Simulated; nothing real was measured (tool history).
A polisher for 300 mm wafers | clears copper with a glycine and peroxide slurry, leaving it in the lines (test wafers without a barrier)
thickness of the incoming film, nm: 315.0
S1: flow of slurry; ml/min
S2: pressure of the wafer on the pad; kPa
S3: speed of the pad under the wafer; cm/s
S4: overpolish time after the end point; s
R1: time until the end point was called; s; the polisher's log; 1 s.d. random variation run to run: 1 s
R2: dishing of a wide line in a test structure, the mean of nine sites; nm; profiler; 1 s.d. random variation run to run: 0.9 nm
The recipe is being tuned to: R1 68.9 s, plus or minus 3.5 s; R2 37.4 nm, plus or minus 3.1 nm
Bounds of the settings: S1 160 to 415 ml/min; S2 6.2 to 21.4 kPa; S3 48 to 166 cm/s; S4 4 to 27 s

run  hour   S1    S2   S3  S4      R1      R2
  1     0  265  13.8  106  14  80.262  36.951
  2   2.5  265  14.5  106  13  77.337  36.354
  3   7.7  265  11.7  106  13  93.843  32.188
  4  14.4  265  13.1  106  13  85.487  32.856
  5  19.1  220  13.1  106  13  83.912  34.125
  6  24.2  220   9.7  106  13  106.83  26.454
     29.2  -- head pressure recalibrated
  7  29.2  220  11.7  108  13  93.758  29.124
  8  35.2  235  13.1  110  13  84.962  34.104

Exercise: of the 4 proposed moves below, exactly one satisfies all targets within the stated allowed misses. Which move is it?
  A  41.2  205  15.2  128  12   ?   ?
  B  41.2  165  15.9  108  18   ?   ?
  C  41.2  240  16.5  118  14   ?   ?
  D  41.2  255  17.9  106  14   ?   ?

move      R1      R2
   A  67.107  37.266
   B  76.736  47.548
   C  65.869  43.616
   D  67.176  43.074
A: hits every target within its allowed miss
B: closes in on the targets versus the last run, not all within tolerance yet
C: brings the result that was furthest off to its target, and leaves another outside
D: brings the result that was furthest off to its target, and leaves another outside
A is the move that brings every result within its allowed miss.
